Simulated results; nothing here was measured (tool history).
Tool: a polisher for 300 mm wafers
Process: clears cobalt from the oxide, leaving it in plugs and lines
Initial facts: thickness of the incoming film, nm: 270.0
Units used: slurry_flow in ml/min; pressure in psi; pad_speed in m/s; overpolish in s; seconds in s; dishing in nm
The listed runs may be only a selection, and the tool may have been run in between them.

Run 1, day 0.000: slurry_flow 290 ml/min, pressure 2.1 psi, pad_speed 0.94 m/s, overpolish 9 s. Result: seconds 64.290 s, dishing 33.875 nm.
Run 2, day 0.029: slurry_flow 260 ml/min, pressure 2.1 psi, pad_speed 0.94 m/s, overpolish 9 s. Result: seconds 64.562 s, dishing 34.745 nm.
Run 3, day 0.367: slurry_flow 260 ml/min, pressure 2.0 psi, pad_speed 0.94 m/s, overpolish 10 s. Result: seconds 66.608 s, dishing 35.593 nm.
Run 4, day 0.696: slurry_flow 260 ml/min, pressure 1.9 psi, pad_speed 0.94 m/s, overpolish 11 s. Result: seconds 70.482 s, dishing 36.716 nm.
Run 5, day 1.062: slurry_flow 260 ml/min, pressure 1.8 psi, pad_speed 0.94 m/s, overpolish 11 s. Result: seconds 71.339 s, dishing 35.845 nm.
Run 6, day 1.442: slurry_flow 260 ml/min, pressure 1.7 psi, pad_speed 0.92 m/s, overpolish 12 s. Result: seconds 75.490 s, dishing 37.999 nm.
Run 7, day 1.671: slurry_flow 260 ml/min, pressure 1.6 psi, pad_speed 0.92 m/s, overpolish 12 s. Result: seconds 80.202 s, dishing 36.524 nm.
Run 8, day 1.825: slurry_flow 260 ml/min, pressure 1.5 psi, pad_speed 0.92 m/s, overpolish 12 s. Result: seconds 81.092 s, dishing 35.078 nm.

Predict the results of run 9:
Run 9, day 2.117: slurry_flow 260 ml/min, pressure 1.4 psi, pad_speed 0.92 m/s, overpolish 12 s. Result: seconds ?, dishing ?.

Run 9 measured seconds 85.584 s, dishing 34.365 nm.

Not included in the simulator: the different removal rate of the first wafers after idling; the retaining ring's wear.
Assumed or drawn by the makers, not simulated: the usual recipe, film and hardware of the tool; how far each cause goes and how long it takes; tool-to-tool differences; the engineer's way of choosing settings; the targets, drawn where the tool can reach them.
